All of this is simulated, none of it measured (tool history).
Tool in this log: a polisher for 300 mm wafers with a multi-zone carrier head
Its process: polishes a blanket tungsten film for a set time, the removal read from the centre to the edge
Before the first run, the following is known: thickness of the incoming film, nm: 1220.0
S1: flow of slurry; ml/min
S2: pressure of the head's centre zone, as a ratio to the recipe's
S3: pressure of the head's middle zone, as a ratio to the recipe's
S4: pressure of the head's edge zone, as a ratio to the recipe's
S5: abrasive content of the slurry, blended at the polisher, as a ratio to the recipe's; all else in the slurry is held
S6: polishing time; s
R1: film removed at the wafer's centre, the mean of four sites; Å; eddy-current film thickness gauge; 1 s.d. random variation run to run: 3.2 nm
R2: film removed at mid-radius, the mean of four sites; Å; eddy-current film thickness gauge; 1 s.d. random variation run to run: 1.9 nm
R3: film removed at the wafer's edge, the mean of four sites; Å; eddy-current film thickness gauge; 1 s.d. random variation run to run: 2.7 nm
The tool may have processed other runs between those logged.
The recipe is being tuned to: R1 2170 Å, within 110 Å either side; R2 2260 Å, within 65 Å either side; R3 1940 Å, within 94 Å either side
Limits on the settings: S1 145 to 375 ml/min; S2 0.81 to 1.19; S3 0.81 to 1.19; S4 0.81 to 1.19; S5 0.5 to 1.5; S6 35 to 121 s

{"run": 1, "day": 0.0, "S1": 240, "S2": 1, "S3": 1, "S4": 1, "S5": 1, "S6": 78, "R1": 3709.5, "R2": 3562.4, "R3": 3540.9}
{"run": 2, "day": 0.083, "S1": 300, "S2": 1, "S3": 1, "S4": 1, "S5": 1, "S6": 78, "R1": 3730, "R2": 3637.6, "R3": 3674}
{"run": 3, "day": 0.329, "S1": 285, "S2": 0.99, "S3": 1.01, "S4": 0.96, "S5": 0.9, "S6": 72, "R1": 3279.1, "R2": 3328.2, "R3": 3223.1}
{"run": 4, "day": 0.592, "S1": 270, "S2": 1, "S3": 1.01, "S4": 0.93, "S5": 0.8, "S6": 67, "R1": 3071.1, "R2": 2933.2, "R3": 2851.1}
{"run": 5, "day": 0.95, "S1": 270, "S2": 1, "S3": 1.01, "S4": 0.93, "S5": 1, "S6": 67, "R1": 3162.9, "R2": 3096.3, "R3": 3081.1}
{"run": 6, "day": 1.15, "S1": 270, "S2": 1, "S3": 1.01, "S4": 0.93, "S5": 1.15, "S6": 67, "R1": 3394.5, "R2": 3305.4, "R3": 3169.3}
{"run": 7, "day": 1.488, "S1": 305, "S2": 1.1, "S3": 1.11, "S4": 0.83, "S5": 0.9, "S6": 45, "R1": 2298.8, "R2": 2251.7, "R3": 1907.4}
{"run": 8, "day": 1.575, "S1": 305, "S2": 1.09, "S3": 1.11, "S4": 0.83, "S5": 0.9, "S6": 45, "R1": 2237.2, "R2": 2275.4, "R3": 1910.3}

Which of these 4 next moves meets every target?
{"run": "A", "day": 1.662, "S1": 280, "S2": 1.03, "S3": 1.1, "S4": 0.85, "S5": 0.75, "S6": 48, "R1": "?", "R2": "?", "R3": "?"}
{"run": "B", "day": 1.662, "S1": 320, "S2": 1.18, "S3": 1.19, "S4": 0.81, "S5": 0.9, "S6": 42, "R1": "?", "R2": "?", "R3": "?"}
{"run": "C", "day": 1.662, "S1": 250, "S2": 1.14, "S3": 1.12, "S4": 0.83, "S5": 0.85, "S6": 47, "R1": "?", "R2": "?", "R3": "?"}
{"run": "D", "day": 1.662, "S1": 300, "S2": 1.18, "S3": 1.19, "S4": 0.81, "S5": 0.9, "S6": 44, "R1": "?", "R2": "?", "R3": "?"}

move=A R1=2148.5 R2=2228.1 R3=1960.4
move=B R1=2315.2 R2=2234.1 R3=1791.8
move=C R1=2385.1 R2=2269.8 R3=1952.6
move=D R1=2408.3 R2=2325.5 R3=1867.9
A: meets every target
B: its largest miss is bigger than the last run's
C: its largest miss is bigger than the last run's
D: its largest miss is bigger than the last run's
So the answer is move A, the one that meets all the targets.

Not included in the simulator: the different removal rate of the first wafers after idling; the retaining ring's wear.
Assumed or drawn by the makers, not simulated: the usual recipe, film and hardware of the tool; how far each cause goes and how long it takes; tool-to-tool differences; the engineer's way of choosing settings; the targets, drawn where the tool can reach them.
